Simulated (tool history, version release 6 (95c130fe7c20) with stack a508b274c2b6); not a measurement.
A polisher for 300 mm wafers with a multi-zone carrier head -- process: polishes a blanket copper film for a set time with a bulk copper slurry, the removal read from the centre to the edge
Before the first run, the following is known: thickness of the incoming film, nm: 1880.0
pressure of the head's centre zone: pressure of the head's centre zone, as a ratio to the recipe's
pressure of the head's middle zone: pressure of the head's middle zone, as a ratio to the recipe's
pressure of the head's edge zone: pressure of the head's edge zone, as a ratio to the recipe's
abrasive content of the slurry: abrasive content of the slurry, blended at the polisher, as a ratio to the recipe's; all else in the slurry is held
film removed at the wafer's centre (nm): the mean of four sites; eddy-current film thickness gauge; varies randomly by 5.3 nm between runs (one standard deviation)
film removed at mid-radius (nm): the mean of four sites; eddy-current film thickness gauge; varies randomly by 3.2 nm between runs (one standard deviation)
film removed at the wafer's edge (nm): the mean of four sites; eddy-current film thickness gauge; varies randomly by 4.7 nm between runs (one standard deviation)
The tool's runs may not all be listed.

run,hour,flow of slurry (ml/min),pressure of the head's centre zone,pressure of the head's middle zone,pressure of the head's edge zone,abrasive content of the slurry,polishing time (s),film removed at the wafer's centre (nm),film removed at mid-radius (nm),film removed at the wafer's edge (nm)
1,0,225,1,1,1,1,76,528.14,536.75,529.8
2,8.7,225,1,1.07,1,1,76,532.86,574.2,529.67
3,12.5,210,0.99,1.02,0.99,0.95,76,519.91,533.42,524.82
4,16.6,205,0.98,1,0.97,0.9,76,510.1,524.35,508.17
5,19.8,205,0.98,1,0.89,0.9,76,507.36,520.25,488.42
6,23.1,205,0.98,1,0.84,0.9,76,506.58,525.71,475.04
7,26.5,195,0.97,0.97,0.87,0.9,76,505.89,507.49,478.53
8,28,190,0.96,0.95,0.9,0.9,76,496.92,497.24,484.12

Estimate the outcome of run 9 from the log above:
9,35.8,185,0.96,0.93,0.93,0.9,76,?,?,?

Run 9 came out at film removed at the wafer's centre (nm) 501.57, film removed at mid-radius (nm) 482.54, film removed at the wafer's edge (nm) 498.11.
